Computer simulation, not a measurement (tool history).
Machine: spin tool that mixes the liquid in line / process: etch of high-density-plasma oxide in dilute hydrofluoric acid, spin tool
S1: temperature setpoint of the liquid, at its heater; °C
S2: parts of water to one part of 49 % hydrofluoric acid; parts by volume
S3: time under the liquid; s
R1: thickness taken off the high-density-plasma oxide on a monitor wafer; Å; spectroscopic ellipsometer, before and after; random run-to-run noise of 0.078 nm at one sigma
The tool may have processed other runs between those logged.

run,hour,S1,S2,S3,R1
1,0,26,55,55,127.44
2,8.9,27,55,55,132.6
3,17.4,27,55,55,133.98
4,25.6,27,50,55,147.56
5,34,27,40,55,188.45
6,35.5,27,40,55,188
7,42.1,27,40,55,188.03
8,46.9,26.5,40,55,185.17

Estimate the outcome of run 9 from the log above:
9,50.2,26,40,55,?

{"run 9": {"R1": 179.67}}

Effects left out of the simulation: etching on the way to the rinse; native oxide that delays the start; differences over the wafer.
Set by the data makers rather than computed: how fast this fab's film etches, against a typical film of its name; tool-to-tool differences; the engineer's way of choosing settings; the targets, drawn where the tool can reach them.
